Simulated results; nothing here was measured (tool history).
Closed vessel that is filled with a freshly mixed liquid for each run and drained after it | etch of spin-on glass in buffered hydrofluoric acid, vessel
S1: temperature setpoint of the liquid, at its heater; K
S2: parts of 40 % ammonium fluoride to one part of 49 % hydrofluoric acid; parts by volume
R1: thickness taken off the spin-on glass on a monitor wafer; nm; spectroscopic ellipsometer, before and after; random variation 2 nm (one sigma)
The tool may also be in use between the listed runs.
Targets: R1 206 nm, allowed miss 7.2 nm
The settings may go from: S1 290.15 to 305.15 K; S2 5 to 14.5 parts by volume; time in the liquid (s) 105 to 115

{"run": 1, "hour": 0.0, "S1": 298.15, "S2": 9, "time in the liquid (s)": 105, "R1": 247.73}
{"run": 2, "hour": 5.0, "S1": 298.15, "S2": 7, "time in the liquid (s)": 105, "R1": 329.36}
{"run": 3, "hour": 12.0, "S1": 298.15, "S2": 7, "time in the liquid (s)": 115, "R1": 359.08}
{"run": 4, "hour": 15.3, "S1": 300.15, "S2": 7, "time in the liquid (s)": 115, "R1": 404.49}
{"run": 5, "hour": 23.8, "S1": 300.15, "S2": 5, "time in the liquid (s)": 115, "R1": 536.58}
{"run": 6, "hour": 30.9, "S1": 297.15, "S2": 6, "time in the liquid (s)": 115, "R1": 382.24}
{"run": 7, "hour": 36.2, "S1": 295.15, "S2": 6.5, "time in the liquid (s)": 115, "R1": 325.14}
{"run": 8, "hour": 37.6, "S1": 293.65, "S2": 7, "time in the liquid (s)": 115, "R1": 279.34}

Which of these 4 next moves meets every target?
{"run": "A", "hour": 39.0, "S1": 290.15, "S2": 8, "time in the liquid (s)": 110, "R1": "?"}
{"run": "B", "hour": 39.0, "S1": 290.65, "S2": 8, "time in the liquid (s)": 105, "R1": "?"}
{"run": "C", "hour": 39.0, "S1": 292.15, "S2": 8, "time in the liquid (s)": 105, "R1": "?"}
{"run": "D", "hour": 39.0, "S1": 295.15, "S2": 10.5, "time in the liquid (s)": 105, "R1": "?"}

move=A R1=190.17
move=B R1=186.77
move=C R1=203.32
move=D R1=188.76
A: takes the result that was furthest off past its target
B: takes the result that was furthest off past its target
C: meets every target
D: takes the result that was furthest off past its target
Answer: C
